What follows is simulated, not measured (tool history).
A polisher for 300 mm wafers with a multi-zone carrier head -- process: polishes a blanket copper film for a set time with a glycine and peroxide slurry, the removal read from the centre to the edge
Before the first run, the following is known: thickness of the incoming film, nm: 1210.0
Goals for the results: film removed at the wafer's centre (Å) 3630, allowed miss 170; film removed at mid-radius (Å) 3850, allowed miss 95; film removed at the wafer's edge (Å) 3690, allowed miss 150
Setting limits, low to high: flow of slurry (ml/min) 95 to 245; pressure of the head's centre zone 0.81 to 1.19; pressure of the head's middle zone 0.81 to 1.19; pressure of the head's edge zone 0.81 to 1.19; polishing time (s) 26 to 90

| run | day | flow of slurry (ml/min) | pressure of the head's centre zone | pressure of the head's middle zone | pressure of the head's edge zone | polishing time (s) | film removed at the wafer's centre (Å) | film removed at mid-radius (Å) | film removed at the wafer's edge (Å) |
|---|---|---|---|---|---|---|---|---|---|
| 1 | 0 | 155 | 1 | 1 | 1 | 58 | 5036.2 | 4929.4 | 5005.7 |
| 2 | 0.183 | 155 | 0.96 | 1 | 1 | 58 | 5053.9 | 4916.2 | 5113.7 |
| 3 | 0.221 | 155 | 0.96 | 1 | 0.96 | 58 | 4923.3 | 4957.4 | 4920.8 |
| 4 | 0.312 | 155 | 0.96 | 1.07 | 0.96 | 58 | 5076.9 | 5209.9 | 4877.8 |
| 5 | 0.65 | 180 | 0.96 | 1.07 | 0.96 | 58 | 4974.8 | 5300.8 | 4931.5 |
| 6 | 0.871 | 160 | 0.96 | 1.07 | 0.96 | 58 | 4917.1 | 5224.6 | 4912.3 |
| 7 | 0.958 | 185 | 0.88 | 0.97 | 0.86 | 42 | 3491.2 | 3545.6 | 3355.8 |
| 8 | 1.175 | 185 | 0.88 | 0.98 | 0.87 | 42 | 3492.5 | 3612.5 | 3434.3 |
| 9 | 1.262 | 185 | 0.88 | 0.98 | 0.88 | 42 | 3493.6 | 3573.9 | 3473.8 |
| 10 | 1.596 | 185 | 0.88 | 0.99 | 0.88 | 42 | 3549.7 | 3638.2 | 3515.2 |
| 11 | 1.688 | 200 | 0.87 | 1.01 | 0.89 | 42 | 3571.9 | 3694.5 | 3551.6 |

Which one of the following 5 next-run settings gets every result inside its allowed miss? There is exactly one.
| A | 1.779 | 170 | 0.87 | 0.93 | 0.95 | 44 | ? | ? | ? |
| B | 1.779 | 205 | 0.9 | 0.96 | 0.96 | 41 | ? | ? | ? |
| C | 1.779 | 230 | 0.86 | 0.93 | 0.99 | 42 | ? | ? | ? |
| D | 1.779 | 215 | 0.85 | 0.99 | 0.89 | 44 | ? | ? | ? |
| E | 1.779 | 210 | 0.9 | 0.98 | 0.94 | 42 | ? | ? | ? |

| move | film removed at the wafer's centre (Å) | film removed at mid-radius (Å) | film removed at the wafer's edge (Å) |
|---|---|---|---|
| A | 3633.7 | 3508.9 | 3710.8 |
| B | 3547.3 | 3432.1 | 3530.8 |
| C | 3581.5 | 3469.1 | 3706.8 |
| D | 3695.8 | 3800.1 | 3671.4 |
| E | 3645.5 | 3586.4 | 3587.5 |
A: its largest miss is bigger than the last run's
B: its largest miss is bigger than the last run's
C: its largest miss is bigger than the last run's
D: in spec on every target
E: its largest miss is bigger than the last run's
D is the move that brings every result within its allowed miss.

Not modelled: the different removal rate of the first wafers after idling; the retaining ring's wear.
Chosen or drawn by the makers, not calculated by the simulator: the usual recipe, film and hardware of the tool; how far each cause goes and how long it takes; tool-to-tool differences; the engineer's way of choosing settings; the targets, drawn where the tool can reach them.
